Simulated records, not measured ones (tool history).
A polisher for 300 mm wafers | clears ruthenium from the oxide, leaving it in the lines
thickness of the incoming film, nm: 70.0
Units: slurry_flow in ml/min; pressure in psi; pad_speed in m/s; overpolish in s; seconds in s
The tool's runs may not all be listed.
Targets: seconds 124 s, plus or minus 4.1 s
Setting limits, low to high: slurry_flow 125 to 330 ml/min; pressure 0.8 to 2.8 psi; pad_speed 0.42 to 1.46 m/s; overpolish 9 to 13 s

| run | hour | slurry_flow | pressure | pad_speed | overpolish | seconds |
|---|---|---|---|---|---|---|
| 1 | 0 | 210 | 1.8 | 0.94 | 13 | 80.518 |
| 2 | 8.6 | 210 | 2 | 0.94 | 13 | 75.578 |
| 3 | 12.2 | 210 | 2 | 1.02 | 13 | 68.98 |
| 4 | 18.3 | 210 | 1.8 | 1 | 13 | 75.083 |
| 5 | 23.6 | 210 | 1.8 | 1.14 | 13 | 65.701 |
| 6 | 27.4 | 205 | 1.6 | 1.1 | 13 | 76.066 |
| 7 | 33.7 | 195 | 1.1 | 1.02 | 13 | 108.05 |
| 8 | 36.8 | 190 | 1 | 1.02 | 13 | 115.48 |
| 9 | 45.3 | 185 | 1 | 1.02 | 13 | 115.73 |
| 10 | 50.5 | 185 | 1 | 1.02 | 13 | 115.15 |

Of the 4 settings listed for the next run, only one would bring every result within its allowed miss of target. Which one?
| A | 55.7 | 185 | 1.2 | 0.92 | 9 | ? |
| B | 55.7 | 185 | 0.9 | 1.02 | 9 | ? |
| C | 55.7 | 175 | 1 | 0.88 | 13 | ? |
| D | 55.7 | 195 | 1.4 | 0.82 | 9 | ? |

| move | seconds |
|---|---|
| A | 113.05 |
| B | 124.05 |
| C | 134.91 |
| D | 112.19 |
A: misses by more than the last run did
B: meets every target
C: moves the result that the last run missed by most past its target, out the other side
D: misses by more than the last run did
Correct choice: B, which meets every target
